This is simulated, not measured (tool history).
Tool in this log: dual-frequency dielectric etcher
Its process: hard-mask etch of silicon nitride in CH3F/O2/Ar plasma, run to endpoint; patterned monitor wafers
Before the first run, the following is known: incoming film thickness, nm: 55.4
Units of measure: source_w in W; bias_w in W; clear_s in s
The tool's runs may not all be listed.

run  hour  source_w  bias_w  clear_s
  1     0       390      97   78.459
  2   0.6       410      98   76.339
  3   8.8       360      98   79.979
  4  17.6       360     107   76.793
  5  20.4       380     108   74.565
  6  23.4       400     108   73.798
  7  28.3       420     108    72.68
  8  34.6       430     108   73.175
  9  41.8       440     110   70.783

For run 10, what comes out?
 10  50.8       450     110        ?

{"run 10": {"clear_s": 71.089}}
